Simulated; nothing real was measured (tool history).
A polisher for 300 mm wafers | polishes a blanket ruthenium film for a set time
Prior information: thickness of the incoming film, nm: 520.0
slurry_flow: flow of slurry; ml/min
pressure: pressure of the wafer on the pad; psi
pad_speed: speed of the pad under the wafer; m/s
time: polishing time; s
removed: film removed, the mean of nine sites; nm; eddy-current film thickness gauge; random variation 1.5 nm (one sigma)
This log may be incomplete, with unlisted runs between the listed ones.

| run | hour | slurry_flow | pressure | pad_speed | time | removed |
|---|---|---|---|---|---|---|
| 1 | 0 | 170 | 2.2 | 0.76 | 80 | 89.513 |
| 2 | 5 | 170 | 2.2 | 0.76 | 85 | 94.506 |
| 3 | 8.7 | 145 | 2.2 | 0.76 | 85 | 89.708 |
| 4 | 17.1 | 165 | 2.2 | 0.76 | 85 | 93.706 |
| 5 | 18.6 | 175 | 2.4 | 0.76 | 85 | 104.59 |
| 6 | 23.9 | 175 | 2.4 | 0.76 | 85 | 104.43 |
| 7 | 24.7 | 185 | 2.5 | 0.76 | 85 | 109.27 |

For run 8, what comes out?
| 8 | 31.6 | 190 | 2.6 | 0.76 | 85 | ? |

{"run 8": {"removed": 111.54}}

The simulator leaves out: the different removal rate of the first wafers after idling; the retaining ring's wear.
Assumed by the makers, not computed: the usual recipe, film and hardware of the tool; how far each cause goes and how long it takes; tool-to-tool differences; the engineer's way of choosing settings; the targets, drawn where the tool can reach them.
